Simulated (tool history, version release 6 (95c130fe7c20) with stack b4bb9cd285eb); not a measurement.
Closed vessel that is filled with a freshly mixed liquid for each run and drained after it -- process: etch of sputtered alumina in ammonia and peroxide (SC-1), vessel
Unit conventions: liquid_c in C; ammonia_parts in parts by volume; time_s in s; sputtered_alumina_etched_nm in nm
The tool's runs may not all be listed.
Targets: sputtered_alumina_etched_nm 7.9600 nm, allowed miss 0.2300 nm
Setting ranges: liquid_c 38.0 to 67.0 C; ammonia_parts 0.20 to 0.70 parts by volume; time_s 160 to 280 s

{"run": 1, "day": 0.0, "liquid_c": 51.0, "ammonia_parts": 0.4, "time_s": 280, "sputtered_alumina_etched_nm": 15.632}
{"run": 2, "day": 0.146, "liquid_c": 51.0, "ammonia_parts": 0.4, "time_s": 280, "sputtered_alumina_etched_nm": 15.496}
{"run": 3, "day": 0.412, "liquid_c": 47.5, "ammonia_parts": 0.4, "time_s": 280, "sputtered_alumina_etched_nm": 12.982}
{"run": 4, "day": 0.638, "liquid_c": 45.0, "ammonia_parts": 0.4, "time_s": 280, "sputtered_alumina_etched_nm": 11.125}
{"run": 5, "day": 0.921, "liquid_c": 45.0, "ammonia_parts": 0.4, "time_s": 160, "sputtered_alumina_etched_nm": 6.3146}
{"run": 6, "day": 0.95, "liquid_c": 45.5, "ammonia_parts": 0.4, "time_s": 160, "sputtered_alumina_etched_nm": 6.5558}
{"run": 7, "day": 1.271, "liquid_c": 46.0, "ammonia_parts": 0.4, "time_s": 160, "sputtered_alumina_etched_nm": 6.7024}
{"run": 8, "day": 1.438, "liquid_c": 50.0, "ammonia_parts": 0.4, "time_s": 160, "sputtered_alumina_etched_nm": 8.4098}

Of the 5 settings listed for the next run, only one would bring every result within its allowed miss of target. Which one?
{"run": "A", "day": 1.604, "liquid_c": 48.5, "ammonia_parts": 0.45, "time_s": 165, "sputtered_alumina_etched_nm": "?"}
{"run": "B", "day": 1.604, "liquid_c": 45.0, "ammonia_parts": 0.4, "time_s": 220, "sputtered_alumina_etched_nm": "?"}
{"run": "C", "day": 1.604, "liquid_c": 44.0, "ammonia_parts": 0.4, "time_s": 230, "sputtered_alumina_etched_nm": "?"}
{"run": "D", "day": 1.604, "liquid_c": 49.5, "ammonia_parts": 0.35, "time_s": 175, "sputtered_alumina_etched_nm": "?"}
{"run": "E", "day": 1.604, "liquid_c": 47.0, "ammonia_parts": 0.35, "time_s": 195, "sputtered_alumina_etched_nm": "?"}

move=A sputtered_alumina_etched_nm=8.0728
move=B sputtered_alumina_etched_nm=8.7402
move=C sputtered_alumina_etched_nm=8.6295
move=D sputtered_alumina_etched_nm=8.8360
move=E sputtered_alumina_etched_nm=8.5656
A: meets every target
B: its largest miss is bigger than the last run's
C: its largest miss is bigger than the last run's
D: its largest miss is bigger than the last run's
E: its largest miss is bigger than the last run's
So the answer is move A, the one that meets all the targets.
